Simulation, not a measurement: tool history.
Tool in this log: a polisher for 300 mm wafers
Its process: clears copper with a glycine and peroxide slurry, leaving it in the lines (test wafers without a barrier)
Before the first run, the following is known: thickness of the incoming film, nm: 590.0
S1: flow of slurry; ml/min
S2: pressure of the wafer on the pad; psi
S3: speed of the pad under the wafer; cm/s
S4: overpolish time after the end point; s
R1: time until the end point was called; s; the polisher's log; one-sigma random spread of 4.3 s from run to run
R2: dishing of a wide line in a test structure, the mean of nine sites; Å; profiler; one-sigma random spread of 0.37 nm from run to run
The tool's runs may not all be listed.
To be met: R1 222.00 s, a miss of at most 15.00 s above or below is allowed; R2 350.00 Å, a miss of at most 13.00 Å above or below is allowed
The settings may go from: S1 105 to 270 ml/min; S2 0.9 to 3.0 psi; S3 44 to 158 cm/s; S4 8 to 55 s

{"run": 1, "hour": 0.0, "S1": 175, "S2": 1.9, "S3": 100, "S4": 28, "R1": 166.73, "R2": 412.74}
{"run": 2, "hour": 8.3, "S1": 175, "S2": 1.9, "S3": 100, "S4": 33, "R1": 165.69, "R2": 426.88}
{"run": 3, "hour": 9.4, "S1": 175, "S2": 1.7, "S3": 100, "S4": 30, "R1": 182.12, "R2": 414.93}
{"run": 4, "hour": 14.4, "S1": 175, "S2": 1.6, "S3": 98, "S4": 26, "R1": 192.86, "R2": 391.6}
{"run": 5, "hour": 20.4, "S1": 175, "S2": 1.5, "S3": 96, "S4": 24, "R1": 194.7, "R2": 368.7}
{"run": 6, "hour": 23.5, "S1": 175, "S2": 1.5, "S3": 96, "S4": 18, "R1": 198.92, "R2": 310.24}
{"run": 7, "hour": 28.1, "S1": 175, "S2": 1.5, "S3": 96, "S4": 18, "R1": 198.51, "R2": 301.77}
{"run": 8, "hour": 32.9, "S1": 175, "S2": 1.4, "S3": 96, "S4": 20, "R1": 204.19, "R2": 318.17}

Which single option among these 5 for the next run brings every result within its allowed miss of target? Just one does.
{"run": "A", "hour": 37.7, "S1": 155, "S2": 1.6, "S3": 108, "S4": 22, "R1": "?", "R2": "?"}
{"run": "B", "hour": 37.7, "S1": 210, "S2": 1.8, "S3": 92, "S4": 16, "R1": "?", "R2": "?"}
{"run": "C", "hour": 37.7, "S1": 200, "S2": 1.4, "S3": 82, "S4": 25, "R1": "?", "R2": "?"}
{"run": "D", "hour": 37.7, "S1": 145, "S2": 1.1, "S3": 98, "S4": 23, "R1": "?", "R2": "?"}
{"run": "E", "hour": 37.7, "S1": 175, "S2": 1.1, "S3": 104, "S4": 29, "R1": "?", "R2": "?"}

move=A R1=176.95 R2=361.19
move=B R1=178.55 R2=304.01
move=C R1=221.00 R2=354.27
move=D R1=229.75 R2=325.49
move=E R1=213.15 R2=380.70
A: the furthest-off result lands on target, but another misses its tolerance
B: moves away from the targets compared with the last run
C: every result within its allowed miss
D: nearer the targets than the last run, but a result is still out of spec
E: pushes the last run's worst result past its target
C meets every target.
